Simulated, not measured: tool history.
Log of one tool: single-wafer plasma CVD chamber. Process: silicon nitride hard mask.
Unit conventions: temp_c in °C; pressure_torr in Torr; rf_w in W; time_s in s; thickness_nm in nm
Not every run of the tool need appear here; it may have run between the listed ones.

run 1 hour=0.0 | temp_c=415 pressure_torr=1.96 rf_w=400 time_s=23.9 | thickness_nm=36.769
run 2 hour=2.7 | temp_c=415 pressure_torr=2.04 rf_w=405 time_s=23.9 | thickness_nm=37.727
run 3 hour=5.8 | temp_c=415 pressure_torr=1.90 rf_w=405 time_s=23.9 | thickness_nm=36.974
run 4 hour=8.5 | temp_c=424 pressure_torr=1.90 rf_w=405 time_s=23.9 | thickness_nm=36.835
run 5 hour=9.7 | temp_c=424 pressure_torr=1.90 rf_w=430 time_s=23.9 | thickness_nm=38.827
run 6 hour=12.2 | temp_c=424 pressure_torr=1.96 rf_w=430 time_s=23.9 | thickness_nm=38.988
-- hour=18.7 thermocouple changed; heater temperature recalibrated
run 7 hour=18.7 | temp_c=424 pressure_torr=2.02 rf_w=430 time_s=23.9 | thickness_nm=39.114
run 8 hour=21.4 | temp_c=424 pressure_torr=2.07 rf_w=435 time_s=23.9 | thickness_nm=39.881
run 9 hour=28.2 | temp_c=424 pressure_torr=2.11 rf_w=435 time_s=23.9 | thickness_nm=40.050
run 10 hour=35.5 | temp_c=424 pressure_torr=2.15 rf_w=435 time_s=23.9 | thickness_nm=40.074
run 11 hour=39.8 | temp_c=424 pressure_torr=2.19 rf_w=435 time_s=23.9 | thickness_nm=40.226
run 12 hour=45.9 | temp_c=424 pressure_torr=2.23 rf_w=435 time_s=23.9 | thickness_nm=40.406
run 13 hour=46.9 | temp_c=424 pressure_torr=2.26 rf_w=435 time_s=23.9 | thickness_nm=40.504
run 14 hour=51.9 | temp_c=424 pressure_torr=2.26 rf_w=435 time_s=23.9 | thickness_nm=40.630
run 15 hour=53.0 | temp_c=424 pressure_torr=2.26 rf_w=435 time_s=23.9 | thickness_nm=40.586
run 16 hour=56.8 | temp_c=424 pressure_torr=2.29 rf_w=435 time_s=23.9 | thickness_nm=40.672
run 17 hour=58.6 | temp_c=424 pressure_torr=2.32 rf_w=435 time_s=23.9 | thickness_nm=40.867
run 18 hour=64.4 | temp_c=424 pressure_torr=2.35 rf_w=435 time_s=23.9 | thickness_nm=40.666
run 19 hour=68.8 | temp_c=424 pressure_torr=2.37 rf_w=440 time_s=23.9 | thickness_nm=41.116
run 20 hour=69.9 | temp_c=424 pressure_torr=2.37 rf_w=440 time_s=23.9 | thickness_nm=41.356

Run 21 has not been measured yet. What should we expect?
run 21 hour=74.6 | temp_c=424 pressure_torr=2.39 rf_w=440 time_s=23.9 | thickness_nm=?

thickness_nm: 41.312 nm
